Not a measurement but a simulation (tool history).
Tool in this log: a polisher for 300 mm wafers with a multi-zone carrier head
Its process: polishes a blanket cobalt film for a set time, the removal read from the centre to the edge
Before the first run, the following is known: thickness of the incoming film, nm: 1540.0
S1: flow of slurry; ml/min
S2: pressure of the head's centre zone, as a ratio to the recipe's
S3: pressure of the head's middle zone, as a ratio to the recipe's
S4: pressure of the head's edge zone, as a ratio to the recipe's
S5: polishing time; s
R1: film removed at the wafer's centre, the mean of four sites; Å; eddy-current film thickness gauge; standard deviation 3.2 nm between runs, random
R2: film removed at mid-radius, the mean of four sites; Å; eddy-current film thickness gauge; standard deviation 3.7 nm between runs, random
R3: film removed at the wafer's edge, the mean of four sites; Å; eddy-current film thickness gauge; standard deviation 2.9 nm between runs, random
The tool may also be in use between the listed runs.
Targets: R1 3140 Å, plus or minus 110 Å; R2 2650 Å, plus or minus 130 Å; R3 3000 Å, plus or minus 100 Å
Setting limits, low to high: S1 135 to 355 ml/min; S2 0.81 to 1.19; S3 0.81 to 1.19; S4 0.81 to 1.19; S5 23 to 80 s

run  hour   S1    S2    S3    S4  S5      R1      R2      R3
  1     0  225     1     1     1  51  2055.7  2355.6  2293.4
  2   7.7  235  1.03  0.98  1.02  53  2190.8  2435.2  2423.1
  3  11.2  190  1.03  0.98  1.02  53  2135.8  2324.1  2404.3
  4  12.9  190  1.03  1.06  1.02  53  2145.6  2462.1  2356.5
  5  15.6  190  1.03  1.06  1.02  63  2494.7  2973.6    2807
  6  19.8  195  1.06  1.02  1.01  63    2632  2870.8  2806.1
  7  27.5  200  1.08     1  1.02  63  2682.2  2840.7  2841.1
  8  32.4  205   1.1  0.98  1.02  63  2707.9  2815.2  2870.6
  9  33.1  205  1.11  0.96  1.01  64    2832  2805.9  2881.4
 10  34.4  205  1.12  0.95  1.01  64  2831.4  2761.8  2894.9

Pick the move, out of 4, that brings all results within their allowed miss; only one does.
  A  35.7  180  1.19  0.85  1.02  67   ?   ?   ?
  B  35.7  235  1.16  0.97  0.99  62   ?   ?   ?
  C  35.7  220  0.96  0.93  1.02  64   ?   ?   ?
  D  35.7  160  1.17  0.86  0.95  65   ?   ?   ?

move      R1      R2      R3
   A  3130.2  2672.6  2985.6
   B  2935.5  2814.4  2800.5
   C  2477.4  2798.4  2906.6
   D  2926.2  2568.4  2786.2
A: hits every target within its allowed miss
B: nearer the targets than the last run, but a result is still out of spec
C: moves away from the targets compared with the last run
D: nearer the targets than the last run, but a result is still out of spec
So the answer is move A, the one that meets all the targets.
